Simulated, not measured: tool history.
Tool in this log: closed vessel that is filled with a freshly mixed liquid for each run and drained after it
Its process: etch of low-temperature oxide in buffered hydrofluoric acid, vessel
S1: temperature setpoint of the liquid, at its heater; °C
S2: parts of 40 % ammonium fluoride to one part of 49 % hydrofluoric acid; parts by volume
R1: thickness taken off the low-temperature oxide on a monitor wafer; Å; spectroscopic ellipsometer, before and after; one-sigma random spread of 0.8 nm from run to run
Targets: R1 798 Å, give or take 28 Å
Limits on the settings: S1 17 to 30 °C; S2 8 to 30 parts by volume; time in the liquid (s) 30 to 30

run 1 day=0 | S1=22 S2=21.5 time_in_the_liquid_(s)=30 | R1=550.24
run 2 day=0.079 | S1=20 S2=21.5 time_in_the_liquid_(s)=30 | R1=511.38
run 3 day=0.283 | S1=17 S2=21.5 time_in_the_liquid_(s)=30 | R1=421.47
run 4 day=0.579 | S1=17 S2=27 time_in_the_liquid_(s)=30 | R1=359.08
run 5 day=0.817 | S1=17 S2=27 time_in_the_liquid_(s)=30 | R1=367.76
run 6 day=1.012 | S1=17 S2=27 time_in_the_liquid_(s)=30 | R1=358.35
run 7 day=1.354 | S1=20.5 S2=25.5 time_in_the_liquid_(s)=30 | R1=462.63
run 8 day=1.504 | S1=23 S2=25 time_in_the_liquid_(s)=30 | R1=536.83
run 9 day=1.825 | S1=27 S2=23.5 time_in_the_liquid_(s)=30 | R1=699.82
run 10 day=1.862 | S1=27.5 S2=23.5 time_in_the_liquid_(s)=30 | R1=714.41
run 11 day=1.946 | S1=28 S2=23.5 time_in_the_liquid_(s)=30 | R1=737.84
run 12 day=2.279 | S1=28.5 S2=23.5 time_in_the_liquid_(s)=30 | R1=755.55

Which single option among these 4 for the next run brings every result within its allowed miss of target? Just one does.
run A day=2.612 | S1=29.5 S2=23.5 time_in_the_liquid_(s)=30 | R1=?
run B day=2.612 | S1=29 S2=20.5 time_in_the_liquid_(s)=30 | R1=?
run C day=2.612 | S1=27 S2=18.5 time_in_the_liquid_(s)=30 | R1=?
run D day=2.612 | S1=29.5 S2=21.5 time_in_the_liquid_(s)=30 | R1=?

move=A R1=797.65
move=B R1=852.82
move=C R1=841.69
move=D R1=847.67
A: all results in spec
B: takes the result that was furthest off past its target
C: takes the result that was furthest off past its target
D: takes the result that was furthest off past its target
So the answer is move A, the one that meets all the targets.

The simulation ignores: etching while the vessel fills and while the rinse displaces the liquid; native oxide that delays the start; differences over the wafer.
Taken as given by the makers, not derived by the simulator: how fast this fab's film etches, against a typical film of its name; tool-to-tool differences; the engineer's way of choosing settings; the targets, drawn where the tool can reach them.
